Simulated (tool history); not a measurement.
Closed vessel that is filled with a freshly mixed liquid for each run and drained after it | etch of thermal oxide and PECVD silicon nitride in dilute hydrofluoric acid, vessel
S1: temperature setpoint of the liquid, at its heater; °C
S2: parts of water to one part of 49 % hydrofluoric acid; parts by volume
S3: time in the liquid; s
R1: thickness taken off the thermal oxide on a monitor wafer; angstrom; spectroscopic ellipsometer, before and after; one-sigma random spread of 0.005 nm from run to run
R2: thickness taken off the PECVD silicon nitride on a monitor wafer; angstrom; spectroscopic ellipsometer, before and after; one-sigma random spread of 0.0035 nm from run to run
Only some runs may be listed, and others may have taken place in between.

run  hour    S1   S2   S3      R1      R2
  1   0.0  20.0  155  255  59.584  24.386
  2   8.1  19.5  170  230  47.591  19.259
  3  15.5  17.5  170  230  43.918  16.685
  4  21.0  19.0  170  230  46.440  18.775
  5  29.7  19.0  185  210  38.872  15.655
  6  35.5  19.0  195  190  32.442  13.586

Predict the results of run 7:
  7  43.1  19.0  205  170   ?   ?

Logged for run 7: R1 27.373 angstrom, R2 11.404 angstrom.
